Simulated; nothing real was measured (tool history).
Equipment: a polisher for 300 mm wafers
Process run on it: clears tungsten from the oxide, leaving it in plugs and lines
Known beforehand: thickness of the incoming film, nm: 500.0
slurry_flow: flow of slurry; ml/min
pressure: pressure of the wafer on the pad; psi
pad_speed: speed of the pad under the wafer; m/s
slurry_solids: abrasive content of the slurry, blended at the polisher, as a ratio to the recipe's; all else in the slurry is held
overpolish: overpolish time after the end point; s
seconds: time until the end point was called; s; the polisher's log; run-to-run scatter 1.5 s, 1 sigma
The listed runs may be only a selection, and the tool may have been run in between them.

| run | day | slurry_flow | pressure | pad_speed | slurry_solids | overpolish | seconds |
|---|---|---|---|---|---|---|---|
| 1 | 0 | 220 | 3.8 | 1.4 | 1 | 25 | 89.684 |
| 2 | 0.158 | 220 | 3.8 | 1.4 | 0.95 | 25 | 91.573 |
| 3 | 0.504 | 220 | 3.8 | 1.4 | 0.8 | 25 | 95.163 |
| 4 | 0.775 | 220 | 3.5 | 1.4 | 0.8 | 25 | 103.36 |
| 5 | 1.038 | 220 | 4 | 1.4 | 0.8 | 25 | 93.551 |
| 6 | 1.208 | 220 | 3.6 | 1.38 | 0.8 | 25 | 100.56 |
| 7 | 1.262 | 220 | 3.3 | 1.36 | 0.8 | 25 | 112.95 |

Run 8 is up next; what results do you expect?
| 8 | 1.312 | 220 | 3.2 | 1.36 | 0.8 | 25 | ? |

{"run 8": {"seconds": 118.12}}
